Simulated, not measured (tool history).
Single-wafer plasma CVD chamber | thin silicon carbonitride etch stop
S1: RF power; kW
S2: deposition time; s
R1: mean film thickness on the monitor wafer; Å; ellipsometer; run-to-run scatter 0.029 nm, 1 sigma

run,hour,S1,S2,R1
1,0.0,0.240,12.2,68.492
2,8.7,0.235,12.0,67.402
3,13.2,0.235,13.5,75.199
4,14.5,0.225,13.5,75.110
5,16.1,0.225,14.7,81.733
6,19.2,0.255,14.7,84.232
7,23.2,0.250,14.1,80.614
8,30.7,0.210,12.1,65.829
9,34.8,0.205,11.9,64.171
10,36.1,0.205,11.9,64.529
11,39.5,0.200,11.7,62.449
12,47.4,0.195,11.6,62.551
13,50.2,0.195,11.4,60.718
14,56.3,0.190,11.3,60.509
15,61.9,0.190,11.2,59.323

What will run 16 give?
16,67.7,0.190,11.1,?

Run 16 measured R1 58.933 Å.

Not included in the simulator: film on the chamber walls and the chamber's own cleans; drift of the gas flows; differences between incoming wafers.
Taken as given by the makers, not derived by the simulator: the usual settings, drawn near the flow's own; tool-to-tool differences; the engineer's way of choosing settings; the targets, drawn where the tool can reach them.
